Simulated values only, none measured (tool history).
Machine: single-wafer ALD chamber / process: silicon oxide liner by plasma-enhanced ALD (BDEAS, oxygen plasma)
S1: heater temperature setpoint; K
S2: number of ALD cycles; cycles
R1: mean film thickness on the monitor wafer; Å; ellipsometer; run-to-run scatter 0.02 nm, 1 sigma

run,day,S1,S2,R1
1,0.000,583.15,52,46.544
2,0.167,583.15,46,41.242
3,0.300,582.15,50,44.643
4,0.412,582.15,53,47.491
5,0.558,573.15,53,48.630
6,0.646,573.15,59,53.756
7,0.950,572.15,59,54.314

Estimate the outcome of run 8 from the log above:
8,1.267,571.15,59,?

{"run 8": {"R1": 54.307}}
